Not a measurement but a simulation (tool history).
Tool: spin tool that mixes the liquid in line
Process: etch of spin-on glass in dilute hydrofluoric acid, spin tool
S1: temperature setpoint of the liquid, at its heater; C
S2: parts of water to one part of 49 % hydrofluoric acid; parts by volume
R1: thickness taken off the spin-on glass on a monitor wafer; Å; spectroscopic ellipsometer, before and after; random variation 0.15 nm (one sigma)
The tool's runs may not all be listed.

{"run": 1, "hour": 0.0, "S1": 26.0, "S2": 260, "time under the liquid (s)": 95, "R1": 236.93}
{"run": 2, "hour": 0.6, "S1": 26.0, "S2": 165, "time under the liquid (s)": 95, "R1": 416.22}
{"run": 3, "hour": 3.5, "S1": 24.5, "S2": 180, "time under the liquid (s)": 95, "R1": 359.13}
{"run": 4, "hour": 9.2, "S1": 24.5, "S2": 220, "time under the liquid (s)": 95, "R1": 275.06}
{"run": 5, "hour": 11.1, "S1": 24.5, "S2": 250, "time under the liquid (s)": 95, "R1": 237.14}
{"run": 6, "hour": 16.1, "S1": 24.5, "S2": 250, "time under the liquid (s)": 105, "R1": 261.01}
{"run": 7, "hour": 20.5, "S1": 23.5, "S2": 250, "time under the liquid (s)": 105, "R1": 255.54}

Forecast run 8:
{"run": 8, "hour": 25.3, "S1": 19.5, "S2": 290, "time under the liquid (s)": 105, "R1": "?"}

Run 8 gave R1 181.77 Å.

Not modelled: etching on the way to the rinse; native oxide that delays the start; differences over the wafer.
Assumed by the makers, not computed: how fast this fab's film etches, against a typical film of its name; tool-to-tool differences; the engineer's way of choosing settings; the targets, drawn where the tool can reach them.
